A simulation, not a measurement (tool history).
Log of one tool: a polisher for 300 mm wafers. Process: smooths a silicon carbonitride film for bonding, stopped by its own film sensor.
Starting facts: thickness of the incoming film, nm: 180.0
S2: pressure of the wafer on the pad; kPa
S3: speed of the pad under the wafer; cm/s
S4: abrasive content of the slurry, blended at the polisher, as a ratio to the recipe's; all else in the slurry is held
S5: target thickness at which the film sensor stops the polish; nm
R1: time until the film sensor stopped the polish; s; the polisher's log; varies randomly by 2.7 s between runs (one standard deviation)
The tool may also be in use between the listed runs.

Run 1, hour 0: flow of slurry (ml/min) 285, S2 14.5 kPa, S3 114 cm/s, S4 1, S5 146 nm. Result: R1 130.07 s.
Run 2, hour 3.6: flow of slurry (ml/min) 285, S2 13.1 kPa, S3 112 cm/s, S4 1, S5 146 nm. Result: R1 140.83 s.
Run 3, hour 11.2: flow of slurry (ml/min) 285, S2 14.5 kPa, S3 112 cm/s, S4 1, S5 146 nm. Result: R1 131.06 s.
Run 4, hour 18.8: flow of slurry (ml/min) 285, S2 14.5 kPa, S3 112 cm/s, S4 1, S5 144 nm. Result: R1 137.34 s.
Run 5, hour 22: flow of slurry (ml/min) 285, S2 14.5 kPa, S3 112 cm/s, S4 1, S5 144 nm. Result: R1 136.44 s.
Run 6, hour 26.7: flow of slurry (ml/min) 285, S2 14.5 kPa, S3 112 cm/s, S4 1, S5 146 nm. Result: R1 131.49 s.
Run 7, hour 32.8: flow of slurry (ml/min) 285, S2 10.3 kPa, S3 104 cm/s, S4 1, S5 146 nm. Result: R1 178.71 s.
Run 8, hour 35: flow of slurry (ml/min) 285, S2 9.7 kPa, S3 102 cm/s, S4 1, S5 146 nm. Result: R1 195.98 s.
Run 9, hour 41.8: flow of slurry (ml/min) 285, S2 9 kPa, S3 102 cm/s, S4 1, S5 146 nm. Result: R1 199.89 s.

Predict the results of run 10:
Run 10, hour 44.2: flow of slurry (ml/min) 285, S2 8.3 kPa, S3 102 cm/s, S4 1, S5 146 nm. Result: R1 ?.

{"run 10": {"R1": 213.86}}

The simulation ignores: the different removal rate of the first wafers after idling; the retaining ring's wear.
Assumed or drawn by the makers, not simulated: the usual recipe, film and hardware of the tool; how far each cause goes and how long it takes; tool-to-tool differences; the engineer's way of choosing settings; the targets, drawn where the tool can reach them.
